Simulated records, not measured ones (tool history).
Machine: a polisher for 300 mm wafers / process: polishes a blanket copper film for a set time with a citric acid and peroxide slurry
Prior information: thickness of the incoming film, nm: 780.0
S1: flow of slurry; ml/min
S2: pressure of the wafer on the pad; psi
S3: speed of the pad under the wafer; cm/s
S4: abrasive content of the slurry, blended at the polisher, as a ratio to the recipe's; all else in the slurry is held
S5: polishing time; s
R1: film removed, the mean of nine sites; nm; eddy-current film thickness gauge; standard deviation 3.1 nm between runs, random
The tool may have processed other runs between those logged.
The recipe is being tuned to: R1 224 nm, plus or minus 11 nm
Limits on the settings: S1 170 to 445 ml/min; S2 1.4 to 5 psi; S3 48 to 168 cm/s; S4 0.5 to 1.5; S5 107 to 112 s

| run | day | S1 | S2 | S3 | S4 | S5 | R1 |
|---|---|---|---|---|---|---|---|
| 1 | 0 | 285 | 3.2 | 108 | 1 | 107 | 296.14 |
| 2 | 0.179 | 285 | 3.2 | 108 | 1.15 | 107 | 306.78 |
| 3 | 0.521 | 285 | 3 | 108 | 1.15 | 107 | 302.35 |
| 4 | 0.638 | 285 | 2.7 | 106 | 1.15 | 107 | 272.14 |
| 5 | 0.996 | 260 | 2.7 | 106 | 1.15 | 107 | 259.99 |
| 6 | 1.288 | 260 | 2.7 | 106 | 1.15 | 107 | 262.52 |
| 7 | 1.404 | 255 | 2.6 | 106 | 1.15 | 107 | 261.37 |
| 8 | 1.725 | 255 | 2.5 | 106 | 1.15 | 107 | 245.55 |
| 9 | 1.833 | 250 | 2.4 | 106 | 1.15 | 107 | 236.11 |
| 10 | 2.138 | 245 | 2.4 | 106 | 1.15 | 107 | 231.45 |
| 11 | 2.225 | 240 | 2.4 | 106 | 1.15 | 107 | 235.1 |
| 12 | 2.467 | 235 | 2.4 | 106 | 1.15 | 107 | 238.48 |

Below are 4 possible settings for the next run. Only one of them brings all results inside the allowed miss of their targets. Which is it?
| A | 2.708 | 185 | 3.2 | 94 | 1.05 | 112 | ? |
| B | 2.708 | 225 | 2.6 | 106 | 1.1 | 112 | ? |
| C | 2.708 | 170 | 1.9 | 124 | 1.1 | 110 | ? |
| D | 2.708 | 290 | 2 | 130 | 1.25 | 109 | ? |

| move | R1 |
|---|---|
| A | 256.76 |
| B | 253.33 |
| C | 216.19 |
| D | 260.59 |
A: the biggest miss grows against the last run
B: the biggest miss grows against the last run
C: meets every target
D: the biggest miss grows against the last run
The right move is C.

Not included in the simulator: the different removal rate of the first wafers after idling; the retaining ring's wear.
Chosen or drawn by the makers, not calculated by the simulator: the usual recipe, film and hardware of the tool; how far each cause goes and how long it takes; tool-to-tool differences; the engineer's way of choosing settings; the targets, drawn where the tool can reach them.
